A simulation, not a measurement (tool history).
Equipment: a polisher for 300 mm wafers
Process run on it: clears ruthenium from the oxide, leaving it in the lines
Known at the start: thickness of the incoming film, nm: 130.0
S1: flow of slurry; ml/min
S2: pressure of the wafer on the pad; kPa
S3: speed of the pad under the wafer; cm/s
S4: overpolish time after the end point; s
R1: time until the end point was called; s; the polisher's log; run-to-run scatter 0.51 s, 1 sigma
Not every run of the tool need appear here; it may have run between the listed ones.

| run | day | S1 | S2 | S3 | S4 | R1 |
|---|---|---|---|---|---|---|
| 1 | 0.000 | 300 | 18.6 | 118 | 8 | 62.042 |
| 2 | 0.154 | 340 | 18.6 | 118 | 8 | 61.753 |
| 3 | 0.354 | 340 | 20.0 | 118 | 8 | 57.408 |
| 4 | 0.725 | 340 | 21.4 | 118 | 8 | 54.113 |
| 5 | 0.858 | 340 | 21.4 | 118 | 6 | 53.473 |
| 6 | 1.154 | 340 | 22.1 | 118 | 6 | 52.927 |

Run 7 has not been measured yet. What should we expect?
| 7 | 1.479 | 340 | 22.8 | 118 | 6 | ? |

{"run 7": {"R1": 51.402}}
